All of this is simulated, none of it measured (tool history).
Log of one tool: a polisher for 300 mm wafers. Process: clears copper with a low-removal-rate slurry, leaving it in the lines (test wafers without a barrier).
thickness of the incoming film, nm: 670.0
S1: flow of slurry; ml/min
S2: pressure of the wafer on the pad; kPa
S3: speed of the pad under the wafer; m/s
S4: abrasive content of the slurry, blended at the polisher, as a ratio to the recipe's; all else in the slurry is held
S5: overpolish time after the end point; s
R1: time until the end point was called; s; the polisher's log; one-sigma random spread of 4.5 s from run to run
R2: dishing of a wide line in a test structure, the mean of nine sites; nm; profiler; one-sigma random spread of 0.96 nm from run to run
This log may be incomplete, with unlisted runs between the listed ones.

Run 1, hour 0: S1 140 ml/min, S2 27.6 kPa, S3 1.24 m/s, S4 1, S5 25 s. Result: R1 114.16 s, R2 75.076 nm.
Run 2, hour 3.1: S1 140 ml/min, S2 27.6 kPa, S3 1.4 m/s, S4 1, S5 25 s. Result: R1 100.1 s, R2 78.915 nm.
Run 3, hour 11.9: S1 140 ml/min, S2 24.8 kPa, S3 1.4 m/s, S4 1, S5 25 s. Result: R1 109.3 s, R2 73.608 nm.
Run 4, hour 18.4: S1 105 ml/min, S2 24.8 kPa, S3 1.4 m/s, S4 1, S5 25 s. Result: R1 121.76 s, R2 72.999 nm.
Run 5, hour 21.3: S1 105 ml/min, S2 31 kPa, S3 1.4 m/s, S4 1, S5 25 s. Result: R1 97.945 s, R2 86.141 nm.
Run 6, hour 26.3: S1 105 ml/min, S2 31 kPa, S3 1.66 m/s, S4 1, S5 25 s. Result: R1 81.796 s, R2 91.052 nm.
Run 7, hour 27.3: S1 100 ml/min, S2 26.9 kPa, S3 1.54 m/s, S4 1, S5 25 s. Result: R1 100.6 s, R2 79.306 nm.
Run 8, hour 32.8: S1 95 ml/min, S2 23.4 kPa, S3 1.42 m/s, S4 1, S5 26 s. Result: R1 128.83 s, R2 69.961 nm.

Run 9 comes next. What will it give?
Run 9, hour 35.6: S1 95 ml/min, S2 20.7 kPa, S3 1.36 m/s, S4 1, S5 27 s. Result: R1 ?, R2 ?.

Run 9 yielded R1 152.22 s, R2 66.234 nm.
